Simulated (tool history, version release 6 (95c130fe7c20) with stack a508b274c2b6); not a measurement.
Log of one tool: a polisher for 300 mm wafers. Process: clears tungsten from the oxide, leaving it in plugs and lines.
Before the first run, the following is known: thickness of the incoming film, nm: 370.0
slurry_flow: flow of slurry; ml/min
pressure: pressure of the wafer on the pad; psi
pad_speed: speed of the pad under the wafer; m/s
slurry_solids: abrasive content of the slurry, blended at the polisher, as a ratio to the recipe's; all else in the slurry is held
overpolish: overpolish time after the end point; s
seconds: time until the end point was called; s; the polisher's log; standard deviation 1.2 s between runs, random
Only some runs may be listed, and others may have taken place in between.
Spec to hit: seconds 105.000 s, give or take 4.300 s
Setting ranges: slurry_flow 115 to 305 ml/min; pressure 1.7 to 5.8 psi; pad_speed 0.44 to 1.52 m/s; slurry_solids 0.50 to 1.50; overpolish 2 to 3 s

run 1 hour=0.0 | slurry_flow=195 pressure=3.7 pad_speed=0.98 slurry_solids=1.00 overpolish=3 | seconds=88.837
run 2 hour=3.4 | slurry_flow=195 pressure=3.6 pad_speed=0.98 slurry_solids=1.00 overpolish=3 | seconds=86.399
run 3 hour=10.7 | slurry_flow=195 pressure=4.4 pad_speed=0.98 slurry_solids=1.00 overpolish=3 | seconds=71.902
run 4 hour=14.1 | slurry_flow=195 pressure=4.2 pad_speed=0.98 slurry_solids=1.00 overpolish=3 | seconds=76.471
run 5 hour=20.8 | slurry_flow=195 pressure=4.2 pad_speed=0.98 slurry_solids=1.15 overpolish=3 | seconds=74.205
run 6 hour=24.0 | slurry_flow=195 pressure=4.2 pad_speed=0.86 slurry_solids=1.15 overpolish=3 | seconds=84.901
run 7 hour=26.9 | slurry_flow=195 pressure=4.1 pad_speed=0.86 slurry_solids=1.15 overpolish=3 | seconds=86.259
run 8 hour=27.5 | slurry_flow=195 pressure=4.0 pad_speed=0.86 slurry_solids=1.15 overpolish=3 | seconds=89.673
run 9 hour=31.1 | slurry_flow=195 pressure=3.9 pad_speed=0.86 slurry_solids=1.15 overpolish=3 | seconds=90.328

Next run, 5 choices. One meets every target within its allowed miss, the rest don't. Which?
run A hour=34.7 | slurry_flow=155 pressure=4.4 pad_speed=0.94 slurry_solids=1.00 overpolish=2 | seconds=?
run B hour=34.7 | slurry_flow=220 pressure=4.8 pad_speed=0.94 slurry_solids=1.15 overpolish=3 | seconds=?
run C hour=34.7 | slurry_flow=210 pressure=3.9 pad_speed=0.92 slurry_solids=1.15 overpolish=3 | seconds=?
run D hour=34.7 | slurry_flow=190 pressure=4.8 pad_speed=0.80 slurry_solids=1.15 overpolish=2 | seconds=?
run E hour=34.7 | slurry_flow=180 pressure=3.8 pad_speed=0.78 slurry_solids=1.05 overpolish=3 | seconds=?

move=A seconds=78.344
move=B seconds=68.168
move=C seconds=85.568
move=D seconds=80.749
move=E seconds=105.850
A: further off than the last run
B: further off than the last run
C: further off than the last run
D: further off than the last run
E: each result inside its tolerance
Move E is the one to make.
